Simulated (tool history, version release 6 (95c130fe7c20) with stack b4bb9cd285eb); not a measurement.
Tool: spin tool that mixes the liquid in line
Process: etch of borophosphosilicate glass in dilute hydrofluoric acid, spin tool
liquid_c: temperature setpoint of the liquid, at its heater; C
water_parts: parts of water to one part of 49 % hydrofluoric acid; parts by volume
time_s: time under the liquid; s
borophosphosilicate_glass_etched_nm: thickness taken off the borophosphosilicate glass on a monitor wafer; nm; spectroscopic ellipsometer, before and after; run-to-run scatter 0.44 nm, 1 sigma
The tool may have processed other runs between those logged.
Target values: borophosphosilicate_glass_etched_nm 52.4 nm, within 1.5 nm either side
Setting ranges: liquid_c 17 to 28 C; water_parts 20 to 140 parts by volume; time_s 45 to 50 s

run  hour  liquid_c  water_parts  time_s  borophosphosilicate_glass_etched_nm
  1     0        20           75      45                               21.952
  2   1.4        20           90      45                               18.192
  3   8.3        18           90      45                               16.516
  4  10.4        18           90      50                                18.47
  5  12.6        18           90      45                               16.828
  6    16        20           90      45                               18.218
  7  17.2        22           80      45                               22.699
  8  18.3      23.5           70      45                               27.467
     24.6  -- hydrofluoric acid flow meter replaced
  9  24.6      23.5           70      45                               29.576

4 candidate next runs follow, results not yet known. Just one meets every target within its allowed miss. Identify it.
  A  30.9      22.5           90      50                                    ?
  B  30.9        24           50      50                                    ?
  C  30.9        20           40      50                                    ?
  D  30.9      23.5           50      50                                    ?

move  borophosphosilicate_glass_etched_nm
   A                               24.364
   B                               49.042
   C                                52.49
   D                               48.041
A: its largest miss is bigger than the last run's
B: nearer than the last run, and not there yet
C: all results in spec
D: nearer than the last run, and not there yet
C is the move that brings every result within its allowed miss.
